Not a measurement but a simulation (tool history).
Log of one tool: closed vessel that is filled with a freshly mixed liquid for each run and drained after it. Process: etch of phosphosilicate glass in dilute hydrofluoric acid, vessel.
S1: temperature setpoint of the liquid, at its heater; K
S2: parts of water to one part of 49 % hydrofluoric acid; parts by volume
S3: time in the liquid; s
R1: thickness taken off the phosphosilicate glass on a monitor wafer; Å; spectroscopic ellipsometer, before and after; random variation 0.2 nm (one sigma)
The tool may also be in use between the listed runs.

Run 1, day 0.000: S1 295.15 K, S2 155 parts by volume, S3 30 s. Result: R1 267.95 Å.
Run 2, day 0.283: S1 295.15 K, S2 200 parts by volume, S3 30 s. Result: R1 198.42 Å.
Run 3, day 0.579: S1 296.15 K, S2 200 parts by volume, S3 30 s. Result: R1 204.91 Å.
Run 4, day 0.788: S1 296.15 K, S2 200 parts by volume, S3 30 s. Result: R1 205.39 Å.
Run 5, day 0.854: S1 297.15 K, S2 200 parts by volume, S3 30 s. Result: R1 213.24 Å.
Run 6, day 0.992: S1 295.65 K, S2 200 parts by volume, S3 30 s. Result: R1 200.38 Å.
Run 7, day 1.138: S1 296.65 K, S2 200 parts by volume, S3 30 s. Result: R1 209.43 Å.

The next listed run, before its measurement:
Run 8, day 1.175: S1 297.15 K, S2 200 parts by volume, S3 30 s. Result: R1 ?.

Run 8 gave R1 214.73 Å.

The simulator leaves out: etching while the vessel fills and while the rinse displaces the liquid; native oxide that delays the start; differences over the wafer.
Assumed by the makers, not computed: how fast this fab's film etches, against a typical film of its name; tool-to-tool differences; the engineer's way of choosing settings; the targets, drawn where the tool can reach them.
